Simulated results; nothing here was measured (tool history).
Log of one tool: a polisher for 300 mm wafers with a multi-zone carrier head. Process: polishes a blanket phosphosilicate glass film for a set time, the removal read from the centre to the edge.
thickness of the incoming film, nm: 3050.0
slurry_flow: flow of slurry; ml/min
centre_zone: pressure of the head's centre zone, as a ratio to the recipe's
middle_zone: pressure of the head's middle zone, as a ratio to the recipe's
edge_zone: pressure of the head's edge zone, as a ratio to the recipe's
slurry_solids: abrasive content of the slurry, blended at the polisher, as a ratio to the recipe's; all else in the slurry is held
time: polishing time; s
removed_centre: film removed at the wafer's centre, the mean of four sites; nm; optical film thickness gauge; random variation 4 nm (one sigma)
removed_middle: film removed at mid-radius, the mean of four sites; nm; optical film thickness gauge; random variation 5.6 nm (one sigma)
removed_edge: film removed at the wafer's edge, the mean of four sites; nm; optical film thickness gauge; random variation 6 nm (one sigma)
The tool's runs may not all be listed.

run	hour	slurry_flow	centre_zone	middle_zone	edge_zone	slurry_solids	time	removed_centre	removed_middle	removed_edge
1	0	170	1	1	1	1	79	1072.5	1086.6	1117.6
2	2	170	1	0.98	0.95	0.85	74	952.3	942.55	968.2
3	3.9	170	1	0.98	0.95	0.95	74	993.42	987.89	1011.8
4	9.6	170	1	0.97	0.92	0.8	69	872.33	879.61	869.64
5	14.6	165	1	0.93	0.89	0.7	66	797.42	771.8	784.3
6	21.7	165	1.04	0.93	0.89	0.7	66	819.96	763.9	790.58
7	29.2	145	0.99	0.89	0.81	0.5	61	640.39	605.08	623.34

The next listed run, before its measurement:
8	35.5	155	0.99	0.89	0.81	0.5	61	?	?	?

Run 8 gave removed_centre 658.27 nm, removed_middle 621.91 nm, removed_edge 613.92 nm.

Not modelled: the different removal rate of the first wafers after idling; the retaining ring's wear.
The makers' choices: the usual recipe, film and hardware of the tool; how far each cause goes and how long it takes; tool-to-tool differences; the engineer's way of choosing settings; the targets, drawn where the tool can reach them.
